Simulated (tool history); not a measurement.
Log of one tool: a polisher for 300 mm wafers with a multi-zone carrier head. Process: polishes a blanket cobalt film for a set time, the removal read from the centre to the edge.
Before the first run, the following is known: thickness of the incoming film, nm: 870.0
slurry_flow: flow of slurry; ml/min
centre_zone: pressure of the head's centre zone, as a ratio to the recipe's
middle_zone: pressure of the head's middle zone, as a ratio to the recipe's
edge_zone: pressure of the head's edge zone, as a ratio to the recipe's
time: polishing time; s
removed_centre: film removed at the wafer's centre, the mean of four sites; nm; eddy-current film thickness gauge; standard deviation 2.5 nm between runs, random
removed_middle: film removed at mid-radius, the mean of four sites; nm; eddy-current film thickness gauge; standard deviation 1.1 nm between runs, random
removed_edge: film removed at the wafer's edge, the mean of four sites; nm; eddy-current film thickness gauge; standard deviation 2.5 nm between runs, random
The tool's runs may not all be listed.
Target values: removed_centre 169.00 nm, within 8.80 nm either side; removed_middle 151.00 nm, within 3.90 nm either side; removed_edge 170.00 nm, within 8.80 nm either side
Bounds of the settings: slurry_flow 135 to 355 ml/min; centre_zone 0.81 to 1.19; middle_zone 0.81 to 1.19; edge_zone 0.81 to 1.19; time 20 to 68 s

run    day  slurry_flow  centre_zone  middle_zone  edge_zone  time  removed_centre  removed_middle  removed_edge
  1  0.000          225         1.00         1.00       1.00    44          219.95          219.78        223.17
  2  0.025          220         1.00         0.97       0.99    42          210.04          202.67        212.60
  3  0.142          215         0.99         0.95       0.97    41          201.81          194.22        203.04
  4  0.333          215         1.04         0.95       0.97    41          219.26          196.03        207.47
  5  0.446          215         1.04         0.95       0.90    41          214.63          195.91        196.92
  6  0.654          210         1.03         0.93       0.90    40          207.22          189.47        190.34
  7  0.717          205         1.02         0.91       0.91    39          196.80          178.57        194.57
  8  0.808          205         1.02         0.90       0.90    38          198.20          173.92        189.33
  9  0.883          205         1.01         0.89       0.89    37          188.02          167.54        179.43
 10  1.229          200         1.00         0.88       0.88    37          182.71          163.30        176.62

Pick the move, out of 5, that brings all results within their allowed miss; only one does.
  A  1.575          155         0.98         0.84       0.88    36               ?               ?             ?
  B  1.575          185         0.90         0.91       0.81    38               ?               ?             ?
  C  1.575          250         1.08         0.81       0.86    36               ?               ?             ?
  D  1.575          215         1.03         0.84       0.90    39               ?               ?             ?
  E  1.575          195         0.88         0.99       0.87    39               ?               ?             ?

move  removed_centre  removed_middle  removed_edge
   A          170.33          152.03        166.91
   B          169.25          174.13        172.47
   C          199.79          156.47        172.20
   D          202.79          171.32        188.12
   E          171.08          191.57        183.38
A: meets every target
B: further off than the last run
C: further off than the last run
D: further off than the last run
E: further off than the last run
Move A is the one to make.
